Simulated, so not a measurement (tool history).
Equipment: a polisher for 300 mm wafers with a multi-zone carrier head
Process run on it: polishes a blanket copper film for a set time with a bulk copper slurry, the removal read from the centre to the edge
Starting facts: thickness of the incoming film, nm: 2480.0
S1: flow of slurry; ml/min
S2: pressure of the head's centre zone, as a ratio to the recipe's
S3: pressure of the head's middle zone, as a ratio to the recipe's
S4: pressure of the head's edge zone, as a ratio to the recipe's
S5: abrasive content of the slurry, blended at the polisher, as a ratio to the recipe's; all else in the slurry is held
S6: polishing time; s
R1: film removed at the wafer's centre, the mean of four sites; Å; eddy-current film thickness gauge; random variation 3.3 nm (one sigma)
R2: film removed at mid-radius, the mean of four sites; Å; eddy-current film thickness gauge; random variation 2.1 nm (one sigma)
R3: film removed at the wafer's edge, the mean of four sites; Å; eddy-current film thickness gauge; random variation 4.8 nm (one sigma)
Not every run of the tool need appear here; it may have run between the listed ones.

Run 1, hour 0: S1 210 ml/min, S2 1, S3 1, S4 1, S5 1, S6 48 s. Result: R1 6291.2 Å, R2 6240.6 Å, R3 6419.9 Å.
Run 2, hour 8.6: S1 210 ml/min, S2 1, S3 1, S4 1, S5 0.8, S6 48 s. Result: R1 5937 Å, R2 5867.4 Å, R3 6017.2 Å.
Run 3, hour 16.5: S1 195 ml/min, S2 0.98, S3 0.95, S4 0.96, S5 0.7, S6 42 s. Result: R1 4677.8 Å, R2 4598.2 Å, R3 4995.6 Å.
Run 4, hour 20.9: S1 195 ml/min, S2 0.98, S3 0.95, S4 0.96, S5 0.8, S6 42 s. Result: R1 5033.1 Å, R2 4861.4 Å, R3 5128 Å.
Run 5, hour 28.7: S1 185 ml/min, S2 0.97, S3 0.91, S4 0.92, S5 0.7, S6 39 s. Result: R1 4345.8 Å, R2 4098.7 Å, R3 4450.2 Å.
Run 6, hour 32.7: S1 185 ml/min, S2 0.97, S3 0.83, S4 0.92, S5 0.7, S6 39 s. Result: R1 4264.9 Å, R2 3804.1 Å, R3 4338.7 Å.
Run 7, hour 37.6: S1 175 ml/min, S2 0.96, S3 0.82, S4 0.89, S5 0.65, S6 38 s. Result: R1 4019.3 Å, R2 3531.4 Å, R3 4040.8 Å.

Expected results for the next run?
Run 8, hour 40.5: S1 165 ml/min, S2 0.95, S3 0.82, S4 0.86, S5 0.6, S6 38 s. Result: R1 ?, R2 ?, R3 ?.

For run 8 the tool returned R1 3777.3 Å, R2 3336.5 Å, R3 3934.7 Å.

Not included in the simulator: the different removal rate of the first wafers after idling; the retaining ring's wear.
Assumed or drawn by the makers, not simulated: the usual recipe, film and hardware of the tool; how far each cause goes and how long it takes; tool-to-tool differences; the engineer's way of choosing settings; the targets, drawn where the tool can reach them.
